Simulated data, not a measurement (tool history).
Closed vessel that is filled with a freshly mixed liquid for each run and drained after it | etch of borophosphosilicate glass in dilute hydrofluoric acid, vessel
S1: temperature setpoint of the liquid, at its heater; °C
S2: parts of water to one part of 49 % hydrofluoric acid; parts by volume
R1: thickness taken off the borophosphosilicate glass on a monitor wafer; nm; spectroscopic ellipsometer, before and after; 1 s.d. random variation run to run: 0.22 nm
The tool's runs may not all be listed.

Run 1, hour 0.0: S1 24.0 °C, S2 165 parts by volume, time in the liquid (s) 105. Result: R1 42.044 nm.
Run 2, hour 1.3: S1 24.5 °C, S2 165 parts by volume, time in the liquid (s) 105. Result: R1 42.457 nm.
Run 3, hour 6.8: S1 25.0 °C, S2 165 parts by volume, time in the liquid (s) 105. Result: R1 43.644 nm.
Run 4, hour 11.7: S1 25.5 °C, S2 165 parts by volume, time in the liquid (s) 105. Result: R1 44.489 nm.
Run 5, hour 16.7: S1 22.0 °C, S2 165 parts by volume, time in the liquid (s) 105. Result: R1 38.668 nm.
Run 6, hour 24.8: S1 23.5 °C, S2 165 parts by volume, time in the liquid (s) 105. Result: R1 41.485 nm.
Run 7, hour 31.6: S1 24.5 °C, S2 165 parts by volume, time in the liquid (s) 105. Result: R1 42.755 nm.

The next listed run, before its measurement:
Run 8, hour 38.3: S1 25.0 °C, S2 165 parts by volume, time in the liquid (s) 105. Result: R1 ?.

{"run 8": {"R1": 43.658}}
